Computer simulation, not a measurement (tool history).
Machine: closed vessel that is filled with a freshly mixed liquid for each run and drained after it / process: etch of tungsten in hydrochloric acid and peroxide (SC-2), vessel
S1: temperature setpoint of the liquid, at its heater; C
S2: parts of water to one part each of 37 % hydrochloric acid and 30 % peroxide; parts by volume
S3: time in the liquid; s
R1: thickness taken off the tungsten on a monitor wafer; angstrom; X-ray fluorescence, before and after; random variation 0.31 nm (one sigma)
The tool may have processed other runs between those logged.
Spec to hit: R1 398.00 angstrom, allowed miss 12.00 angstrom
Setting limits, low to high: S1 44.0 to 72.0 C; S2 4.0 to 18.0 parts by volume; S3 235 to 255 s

run  hour    S1    S2   S3       R1
  1   0.0  60.0  10.0  235   997.57
  2   8.8  60.0  10.0  235  1003.40
  3  10.5  56.5  10.0  235   821.72
  4  11.5  56.5  12.0  235   696.87
  5  18.2  56.5  12.0  255   748.51
  6  22.6  54.0  12.0  255   641.12
  7  25.9  52.0  12.0  255   557.94
  8  35.0  51.0  12.0  255   526.93
  9  38.2  50.0  12.0  255   491.51
 10  42.9  49.0  12.0  255   461.22
 11  47.9  48.5  12.0  255   442.37

Exactly one of the 4 candidate moves below puts every result within its allowed miss. Which one?
  A  52.9  48.0  12.5  255   ?
  B  52.9  47.0  11.5  245   ?
  C  52.9  48.0  10.0  255   ?
  D  52.9  47.5  11.0  240   ?

move      R1
   A  415.06
   B  400.28
   C  501.53
   D  421.24
A: better than the last run, though not everything is in spec
B: every result within its allowed miss
C: moves away from the targets compared with the last run
D: better than the last run, though not everything is in spec
Correct choice: B, which meets every target
